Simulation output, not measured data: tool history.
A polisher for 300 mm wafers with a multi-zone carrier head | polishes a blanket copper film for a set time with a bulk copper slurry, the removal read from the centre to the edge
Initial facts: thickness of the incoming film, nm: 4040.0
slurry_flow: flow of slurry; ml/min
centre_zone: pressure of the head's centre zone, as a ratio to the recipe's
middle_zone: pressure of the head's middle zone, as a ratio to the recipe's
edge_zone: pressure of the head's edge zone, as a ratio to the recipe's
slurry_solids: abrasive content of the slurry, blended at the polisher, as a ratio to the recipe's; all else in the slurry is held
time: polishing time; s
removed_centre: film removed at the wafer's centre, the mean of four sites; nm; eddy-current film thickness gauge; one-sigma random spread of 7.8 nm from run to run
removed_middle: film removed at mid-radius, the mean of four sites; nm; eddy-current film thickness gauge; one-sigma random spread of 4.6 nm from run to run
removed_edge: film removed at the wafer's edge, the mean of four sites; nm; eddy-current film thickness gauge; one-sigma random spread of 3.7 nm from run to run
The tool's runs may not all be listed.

Run 1, day 0: slurry_flow 300 ml/min, centre_zone 1, middle_zone 1, edge_zone 1, slurry_solids 1, time 77 s. Result: removed_centre 622.35 nm, removed_middle 632.97 nm, removed_edge 608.04 nm.
Run 2, day 0.271: slurry_flow 300 ml/min, centre_zone 1, middle_zone 1, edge_zone 1, slurry_solids 1, time 63 s. Result: removed_centre 497.19 nm, removed_middle 516.65 nm, removed_edge 509.73 nm.
Run 3, day 0.571: slurry_flow 300 ml/min, centre_zone 1, middle_zone 0.92, edge_zone 1, slurry_solids 1, time 63 s. Result: removed_centre 498.36 nm, removed_middle 482.07 nm, removed_edge 504.29 nm.
Run 4, day 0.896: slurry_flow 310 ml/min, centre_zone 1.03, middle_zone 0.96, edge_zone 1.01, slurry_solids 1.05, time 63 s. Result: removed_centre 513.62 nm, removed_middle 508.3 nm, removed_edge 508.79 nm.
Run 5, day 1.204: slurry_flow 310 ml/min, centre_zone 1.03, middle_zone 0.96, edge_zone 1.01, slurry_solids 0.85, time 63 s. Result: removed_centre 496.63 nm, removed_middle 482.47 nm, removed_edge 493.96 nm.
Run 6, day 1.425: slurry_flow 315 ml/min, centre_zone 1.06, middle_zone 0.98, edge_zone 1.03, slurry_solids 0.9, time 63 s. Result: removed_centre 521.92 nm, removed_middle 491.47 nm, removed_edge 500.09 nm.
Run 7, day 1.758: slurry_flow 320 ml/min, centre_zone 1.07, middle_zone 1.01, edge_zone 1.05, slurry_solids 0.95, time 63 s. Result: removed_centre 535.85 nm, removed_middle 513.45 nm, removed_edge 512.18 nm.
Run 8, day 2.075: slurry_flow 325 ml/min, centre_zone 1.08, middle_zone 1.04, edge_zone 1.07, slurry_solids 1, time 63 s. Result: removed_centre 542.38 nm, removed_middle 537.31 nm, removed_edge 524.49 nm.
Run 9, day 2.133: slurry_flow 325 ml/min, centre_zone 1.08, middle_zone 1.04, edge_zone 1.07, slurry_solids 1, time 63 s. Result: removed_centre 543.6 nm, removed_middle 530.22 nm, removed_edge 524.65 nm.
Run 10, day 2.254: slurry_flow 330 ml/min, centre_zone 1.1, middle_zone 1.06, edge_zone 1.08, slurry_solids 1.05, time 63 s. Result: removed_centre 565.13 nm, removed_middle 549.32 nm, removed_edge 524.06 nm.

Run 11, settings as shown, results not yet in. Your forecast:
Run 11, day 2.608: slurry_flow 335 ml/min, centre_zone 1.11, middle_zone 1.07, edge_zone 1.09, slurry_solids 1.1, time 63 s. Result: removed_centre ?, removed_middle ?, removed_edge ?.

For run 11 the tool returned removed_centre 559.01 nm, removed_middle 569.1 nm, removed_edge 537.69 nm.
